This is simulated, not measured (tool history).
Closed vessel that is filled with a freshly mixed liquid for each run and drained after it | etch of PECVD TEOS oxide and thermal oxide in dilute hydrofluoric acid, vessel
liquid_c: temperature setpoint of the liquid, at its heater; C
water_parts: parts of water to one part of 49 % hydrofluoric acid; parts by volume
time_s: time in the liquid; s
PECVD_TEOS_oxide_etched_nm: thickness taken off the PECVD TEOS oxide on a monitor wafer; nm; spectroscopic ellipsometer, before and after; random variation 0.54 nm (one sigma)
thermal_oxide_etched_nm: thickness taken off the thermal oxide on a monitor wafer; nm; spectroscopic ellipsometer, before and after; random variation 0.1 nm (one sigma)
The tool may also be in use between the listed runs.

run	day	liquid_c	water_parts	time_s	PECVD_TEOS_oxide_etched_nm	thermal_oxide_etched_nm
1	0	23	300	305	22.147	3.8204
2	0.192	23	375	305	16.735	2.917
3	0.55	23	305	305	21.962	3.8303
4	0.683	24.5	265	305	27.621	4.7862
5	0.812	24.5	265	240	21.459	3.8179
6	1.054	26.5	265	240	23.006	3.9946
7	1.283	27.5	225	240	29.723	5.1005
8	1.625	28	195	240	35.858	6.1559
9	1.708	28	195	240	36.419	6.1745
10	2.008	28.5	180	240	40.696	6.9643
11	2.392	29	170	240	44.137	7.6077

Run 12 comes next. What will it give?
12	2.596	31	120	240	?	?

PECVD_TEOS_oxide_etched_nm: 72.382 nm
thermal_oxide_etched_nm: 12.233 nm
